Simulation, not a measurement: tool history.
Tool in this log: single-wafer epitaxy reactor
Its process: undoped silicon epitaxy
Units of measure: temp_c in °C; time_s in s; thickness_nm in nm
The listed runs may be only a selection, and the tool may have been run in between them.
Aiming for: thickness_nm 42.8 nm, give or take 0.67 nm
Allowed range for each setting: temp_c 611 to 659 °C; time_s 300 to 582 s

run,hour,temp_c,time_s,thickness_nm
1,0,635,441,53.244
2,4.8,635,393,47.519
3,12.7,640,393,53.059
4,14.1,637,393,49.568
5,16.5,643,393,56.487
6,19.6,639,393,51.538
7,22.7,637,393,49.598
8,29.6,629,392,41.169
9,35.2,630,392,42.063

Pick the move, out of 5, that brings all results within their allowed miss; only one does.
A,40.8,635,345,?
B,40.8,637,338,?
C,40.8,636,332,?
D,40.8,631,370,?
E,40.8,623,452,?

move,thickness_nm
A,41.555
B,42.589
C,40.902
D,40.701
E,41.368
A: misses by more than the last run did
B: in spec on every target
C: misses by more than the last run did
D: misses by more than the last run did
E: misses by more than the last run did
The move that meets every target is B.

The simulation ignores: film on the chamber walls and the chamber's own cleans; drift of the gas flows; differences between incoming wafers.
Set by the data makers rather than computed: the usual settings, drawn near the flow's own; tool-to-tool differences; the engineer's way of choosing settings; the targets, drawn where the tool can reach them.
